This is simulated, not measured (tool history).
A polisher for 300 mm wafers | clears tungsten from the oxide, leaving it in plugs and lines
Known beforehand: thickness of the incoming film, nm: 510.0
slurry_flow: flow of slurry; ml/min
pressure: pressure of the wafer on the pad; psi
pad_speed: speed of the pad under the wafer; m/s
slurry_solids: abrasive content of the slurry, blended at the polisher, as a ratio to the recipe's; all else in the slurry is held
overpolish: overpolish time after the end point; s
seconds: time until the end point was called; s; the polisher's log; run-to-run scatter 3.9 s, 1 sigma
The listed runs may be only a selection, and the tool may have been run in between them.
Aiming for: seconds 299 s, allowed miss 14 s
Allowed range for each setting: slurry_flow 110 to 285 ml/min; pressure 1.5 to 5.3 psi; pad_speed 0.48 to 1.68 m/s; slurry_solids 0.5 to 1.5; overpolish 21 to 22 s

| run | day | slurry_flow | pressure | pad_speed | slurry_solids | overpolish | seconds |
|---|---|---|---|---|---|---|---|
| 1 | 0 | 180 | 3.4 | 1.08 | 1 | 21 | 108.56 |
| 2 | 0.225 | 155 | 3.4 | 1.08 | 1 | 21 | 110.25 |
| 3 | 0.492 | 155 | 3.2 | 1.02 | 1 | 21 | 121.33 |
| 4 | 0.771 | 155 | 3 | 0.96 | 1 | 21 | 134.75 |
| 5 | 0.808 | 155 | 3 | 0.96 | 1 | 21 | 136.8 |
| 6 | 1.029 | 155 | 3 | 0.96 | 1 | 22 | 134.76 |
| 7 | 1.317 | 155 | 2.8 | 0.9 | 1 | 22 | 155.46 |
| 8 | 1.658 | 155 | 2.6 | 0.86 | 1 | 22 | 173.58 |
| 9 | 1.821 | 155 | 2.5 | 0.84 | 1 | 22 | 183.6 |
| 10 | 2.196 | 155 | 2.5 | 0.84 | 1 | 22 | 180.56 |
| 11 | 2.25 | 155 | 2.5 | 0.84 | 1 | 22 | 185.57 |
| 12 | 2.417 | 155 | 2.5 | 0.84 | 1 | 22 | 180.14 |
| 13 | 2.558 | 155 | 2.4 | 0.82 | 1 | 22 | 190.02 |
| 14 | 2.708 | 155 | 2.3 | 0.8 | 1 | 22 | 205.35 |
| 15 | 3.05 | 150 | 1.5 | 0.68 | 1 | 22 | 359.8 |
| 16 | 3.096 | 155 | 1.5 | 0.68 | 1 | 22 | 356.83 |
| 17 | 3.125 | 155 | 1.7 | 0.68 | 1 | 22 | 321.12 |

Which of these 4 next moves meets every target?
| A | 3.154 | 130 | 1.5 | 0.68 | 1 | 21 | ? |
| B | 3.154 | 285 | 1.8 | 0.66 | 1.2 | 21 | ? |
| C | 3.154 | 160 | 1.8 | 0.76 | 1 | 21 | ? |
| D | 3.154 | 170 | 1.6 | 0.76 | 0.95 | 21 | ? |

| move | seconds |
|---|---|
| A | 365.13 |
| B | 268.71 |
| C | 267.61 |
| D | 299.1 |
A: lands further from the targets than the last run did
B: pushes the last run's worst result past its target
C: pushes the last run's worst result past its target
D: every result lands within tolerance
Move D is the one to make.
